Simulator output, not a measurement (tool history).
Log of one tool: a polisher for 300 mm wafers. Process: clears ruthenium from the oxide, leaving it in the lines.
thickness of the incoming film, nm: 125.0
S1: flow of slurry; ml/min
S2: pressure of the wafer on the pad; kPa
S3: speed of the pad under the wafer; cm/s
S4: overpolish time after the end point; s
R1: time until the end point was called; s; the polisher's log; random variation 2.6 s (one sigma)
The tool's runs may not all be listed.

run,hour,S1,S2,S3,S4,R1
1,0,190,15.9,80,22,114.66
2,6.5,190,15.9,96,22,99.907
3,15.1,190,15.2,94,22,107.73
4,23.6,190,15.2,94,24,108.27
5,25.1,210,15.2,94,24,107.25
6,28.4,210,18.6,94,24,86.924

Forecast run 7:
7,34.2,210,17.2,92,24,?

R1: 93.842 s
